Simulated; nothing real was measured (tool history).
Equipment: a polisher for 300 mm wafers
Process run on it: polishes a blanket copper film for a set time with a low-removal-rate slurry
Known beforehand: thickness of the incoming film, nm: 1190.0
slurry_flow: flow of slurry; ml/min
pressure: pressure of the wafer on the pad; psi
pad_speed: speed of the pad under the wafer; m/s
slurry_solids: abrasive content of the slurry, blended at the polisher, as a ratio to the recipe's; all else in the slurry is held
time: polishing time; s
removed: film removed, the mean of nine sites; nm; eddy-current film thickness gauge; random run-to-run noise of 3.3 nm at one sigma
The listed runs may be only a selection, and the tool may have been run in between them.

run,hour,slurry_flow,pressure,pad_speed,slurry_solids,time,removed
1,0,235,1.8,0.98,1,90,191.83
2,3.9,205,1.8,0.98,1,90,192.56
3,9.6,230,1.8,0.98,1,90,193.18
4,12.6,230,1.8,0.98,0.8,90,185.73
5,19.4,230,1.9,0.98,0.8,90,201.86
6,20.5,230,1.9,0.98,0.9,90,200.65

Predict the results of run 7:
7,21.1,230,2,0.98,0.9,90,?

{"run 7": {"removed": 211.05}}

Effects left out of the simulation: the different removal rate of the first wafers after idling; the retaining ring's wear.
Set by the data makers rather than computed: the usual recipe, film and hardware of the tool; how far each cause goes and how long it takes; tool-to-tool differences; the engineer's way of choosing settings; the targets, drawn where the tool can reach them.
